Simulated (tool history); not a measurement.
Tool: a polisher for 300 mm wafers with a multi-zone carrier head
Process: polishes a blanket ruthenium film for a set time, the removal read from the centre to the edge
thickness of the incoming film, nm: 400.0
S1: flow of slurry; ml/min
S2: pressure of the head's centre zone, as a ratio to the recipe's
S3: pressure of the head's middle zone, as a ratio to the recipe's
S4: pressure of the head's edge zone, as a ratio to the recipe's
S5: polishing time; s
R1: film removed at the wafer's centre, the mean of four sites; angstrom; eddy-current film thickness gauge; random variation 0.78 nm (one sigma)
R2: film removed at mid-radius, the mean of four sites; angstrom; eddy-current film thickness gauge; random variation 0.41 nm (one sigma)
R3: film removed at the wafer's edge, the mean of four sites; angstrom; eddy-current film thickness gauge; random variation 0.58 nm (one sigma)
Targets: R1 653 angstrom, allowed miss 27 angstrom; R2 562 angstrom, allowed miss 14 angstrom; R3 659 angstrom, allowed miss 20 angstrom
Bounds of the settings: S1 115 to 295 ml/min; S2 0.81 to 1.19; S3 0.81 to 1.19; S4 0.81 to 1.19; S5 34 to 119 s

{"run": 1, "hour": 0.0, "S1": 190, "S2": 1, "S3": 1, "S4": 1, "S5": 76, "R1": 721.2, "R2": 734.28, "R3": 725.48}
{"run": 2, "hour": 6.7, "S1": 190, "S2": 1, "S3": 1, "S4": 1, "S5": 85, "R1": 808.77, "R2": 819.78, "R3": 809.97}
{"run": 3, "hour": 10.8, "S1": 185, "S2": 1, "S3": 0.98, "S4": 1, "S5": 84, "R1": 788.45, "R2": 784.23, "R3": 803.26}
{"run": 4, "hour": 12.7, "S1": 180, "S2": 1, "S3": 0.96, "S4": 0.99, "S5": 83, "R1": 774.19, "R2": 767.61, "R3": 790.33}
{"run": 5, "hour": 18.2, "S1": 180, "S2": 1, "S3": 0.92, "S4": 0.99, "S5": 83, "R1": 780.94, "R2": 740.54, "R3": 793.3}
{"run": 6, "hour": 26.7, "S1": 175, "S2": 1, "S3": 0.91, "S4": 0.99, "S5": 82, "R1": 765.48, "R2": 717.08, "R3": 774.76}
{"run": 7, "hour": 31.3, "S1": 170, "S2": 1, "S3": 0.9, "S4": 0.99, "S5": 81, "R1": 754.42, "R2": 688.18, "R3": 761.45}
{"run": 8, "hour": 37.9, "S1": 165, "S2": 1, "S3": 0.89, "S4": 0.98, "S5": 80, "R1": 733.51, "R2": 675.27, "R3": 750.66}
{"run": 9, "hour": 39.4, "S1": 160, "S2": 1, "S3": 0.88, "S4": 0.97, "S5": 79, "R1": 724.91, "R2": 664.42, "R3": 732.2}
{"run": 10, "hour": 43.0, "S1": 155, "S2": 1, "S3": 0.87, "S4": 0.97, "S5": 78, "R1": 700.54, "R2": 647.05, "R3": 709.78}
{"run": 11, "hour": 43.8, "S1": 155, "S2": 1, "S3": 0.86, "S4": 0.97, "S5": 77, "R1": 689.16, "R2": 636.91, "R3": 701.36}
{"run": 12, "hour": 45.3, "S1": 155, "S2": 1, "S3": 0.85, "S4": 0.97, "S5": 77, "R1": 691.5, "R2": 615.37, "R3": 699.89}
{"run": 13, "hour": 47.0, "S1": 140, "S2": 1, "S3": 0.83, "S4": 0.96, "S5": 76, "R1": 673.93, "R2": 589.82, "R3": 689.09}
{"run": 14, "hour": 55.0, "S1": 140, "S2": 1, "S3": 0.83, "S4": 0.96, "S5": 76, "R1": 677.31, "R2": 595.31, "R3": 677.79}

4 next moves are on the table. One of them brings every result within its allowed miss. Which?
{"run": "A", "hour": 63.0, "S1": 165, "S2": 1.02, "S3": 0.89, "S4": 0.96, "S5": 73, "R1": "?", "R2": "?", "R3": "?"}
{"run": "B", "hour": 63.0, "S1": 120, "S2": 1.01, "S3": 0.82, "S4": 0.93, "S5": 76, "R1": "?", "R2": "?", "R3": "?"}
{"run": "C", "hour": 63.0, "S1": 130, "S2": 1.02, "S3": 0.84, "S4": 0.94, "S5": 69, "R1": "?", "R2": "?", "R3": "?"}
{"run": "D", "hour": 63.0, "S1": 115, "S2": 0.96, "S3": 0.9, "S4": 0.94, "S5": 71, "R1": "?", "R2": "?", "R3": "?"}

move=A R1=681.29 R2=620.39 R3=669.33
move=B R1=643.64 R2=559.17 R3=651.55
move=C R1=605.26 R2=529.4 R3=603.37
move=D R1=564.09 R2=556.95 R3=605.46
A: further off than the last run
B: meets every target
C: takes the result that was furthest off past its target
D: brings the result that was furthest off to its target, and leaves another outside
Answer: B
